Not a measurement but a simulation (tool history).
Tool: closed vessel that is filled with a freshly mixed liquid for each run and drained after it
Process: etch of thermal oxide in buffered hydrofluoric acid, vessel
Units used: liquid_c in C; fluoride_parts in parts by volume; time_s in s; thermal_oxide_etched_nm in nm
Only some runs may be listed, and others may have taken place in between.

run  hour  liquid_c  fluoride_parts  time_s  thermal_oxide_etched_nm
  1     0        23             9.5     105                    119.4
  2     6        23               8     105                    139.5
  3  14.1        22               8     105                   133.61
  4  18.3        22               8     105                   131.82
  5  21.2      20.5               8     105                   122.03
  6  24.2      20.5               8     110                   128.84
  7  25.3        20               8     110                   125.13
  8  30.2      19.5               8     110                   121.21
  9  37.4        19               8     110                   117.74

For run 10, what comes out?
 10  46.1      18.5               8     110                        ?

Run 10 yielded thermal_oxide_etched_nm 113.69 nm.
